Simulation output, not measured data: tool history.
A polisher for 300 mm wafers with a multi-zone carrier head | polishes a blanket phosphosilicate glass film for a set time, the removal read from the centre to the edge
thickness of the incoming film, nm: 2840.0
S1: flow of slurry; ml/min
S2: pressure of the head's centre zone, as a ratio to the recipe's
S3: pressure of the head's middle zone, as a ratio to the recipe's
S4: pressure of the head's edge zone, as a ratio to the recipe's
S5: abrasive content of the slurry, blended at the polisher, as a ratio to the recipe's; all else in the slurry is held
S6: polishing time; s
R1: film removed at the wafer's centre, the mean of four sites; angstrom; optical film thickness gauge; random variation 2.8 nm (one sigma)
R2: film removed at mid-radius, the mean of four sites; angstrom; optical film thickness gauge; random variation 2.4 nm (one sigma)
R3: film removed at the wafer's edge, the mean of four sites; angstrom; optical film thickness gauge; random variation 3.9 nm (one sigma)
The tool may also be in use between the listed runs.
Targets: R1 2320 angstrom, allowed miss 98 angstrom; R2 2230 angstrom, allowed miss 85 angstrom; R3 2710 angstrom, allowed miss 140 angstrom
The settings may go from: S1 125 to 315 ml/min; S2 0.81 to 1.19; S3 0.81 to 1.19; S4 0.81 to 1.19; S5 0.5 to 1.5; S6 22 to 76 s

run	day	S1	S2	S3	S4	S5	S6	R1	R2	R3
1	0	205	1	1	1	1	49	2663.7	2666	2877.7
2	0.092	205	1	1	1	1	40	2158.6	2151.2	2289
3	0.158	210	1	0.99	1.05	1.05	40	2242.7	2146.1	2352.8
4	0.517	210	1	0.99	1.05	1.25	40	2356.1	2301.3	2539.1
5	0.842	210	1	0.93	1.05	1.25	40	2307.4	2176.9	2481.7
6	1.008	210	1	0.93	1.05	1.15	40	2251.4	2116.7	2444.3
7	1.279	210	0.99	0.93	1.07	1.2	40	2248.4	2143.1	2511.7
8	1.471	210	0.99	0.93	1.09	1.25	40	2364.9	2140.1	2535.8
9	1.504	205	0.89	0.92	1.12	1.35	42	2224.3	2329.5	2813.1

4 next moves are on the table. One of them brings every result within its allowed miss. Which?
A	1.538	175	0.97	0.92	1.11	1.5	38	?	?	?
B	1.538	140	0.97	0.93	1.15	1.1	46	?	?	?
C	1.538	195	1	0.97	1.04	1.45	42	?	?	?
D	1.538	225	1.02	0.9	1.14	1.3	42	?	?	?

move	R1	R2	R3
A	2171.9	2086.7	2554.8
B	2278.9	2223.1	2770.3
C	2505.5	2433.3	2767.4
D	2537.3	2263.8	2823.1
A: takes the result that was furthest off past its target
B: meets every target
C: further off than the last run
D: brings the result that was furthest off to its target, and leaves another outside
Move B is the one to make.
